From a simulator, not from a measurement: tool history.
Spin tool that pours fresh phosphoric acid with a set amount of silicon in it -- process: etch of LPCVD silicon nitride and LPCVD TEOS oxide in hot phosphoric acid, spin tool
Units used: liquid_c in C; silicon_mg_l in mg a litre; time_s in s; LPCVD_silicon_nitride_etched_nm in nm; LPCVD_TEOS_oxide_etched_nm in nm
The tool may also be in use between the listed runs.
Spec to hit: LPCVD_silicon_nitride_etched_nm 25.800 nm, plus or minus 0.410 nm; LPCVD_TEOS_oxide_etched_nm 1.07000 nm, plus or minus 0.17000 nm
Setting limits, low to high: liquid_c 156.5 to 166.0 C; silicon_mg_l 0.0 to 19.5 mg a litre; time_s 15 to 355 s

run  hour  liquid_c  silicon_mg_l  time_s  LPCVD_silicon_nitride_etched_nm  LPCVD_TEOS_oxide_etched_nm
  1   0.0     161.0           8.5     180                           15.960                     0.70495
  2   8.0     162.5           8.5     180                           16.851                     0.75046
  3  11.0     163.5          10.0     200                           19.300                     0.89347
  4  15.1     165.0          10.0     200                           20.518                     0.99963
  5  22.4     165.0           6.5     200                           20.414                     1.00460
  6  28.1     165.0          10.0     215                           21.900                     0.96957
  7  29.3     165.0          10.5     225                           22.821                     1.05710
  8  34.9     165.0          12.5     235                           23.926                     1.10810
  9  37.9     165.0          13.0     240                           24.560                     0.98568
 10  42.7     165.5          13.0     240                           24.778                     1.02880

Which one of the following 5 next-run settings gets every result inside its allowed miss? There is exactly one.
  A  47.5     164.5          16.5     270                                ?                           ?
  B  47.5     165.5          17.5     225                                ?                           ?
  C  47.5     165.5          18.5     260                                ?                           ?
  D  47.5     165.5          17.0     250                                ?                           ?
  E  47.5     165.0          19.5     235                                ?                           ?

move  LPCVD_silicon_nitride_etched_nm  LPCVD_TEOS_oxide_etched_nm
   A                           26.937                     1.18800
   B                           23.197                     1.03670
   C                           26.805                     1.16610
   D                           25.774                     1.16730
   E                           23.834                     0.98866
A: the result that was furthest off in the last run now lies on the other side of its target
B: further off than the last run
C: the result that was furthest off in the last run now lies on the other side of its target
D: each result inside its tolerance
E: further off than the last run
Go with D: it meets all targets.
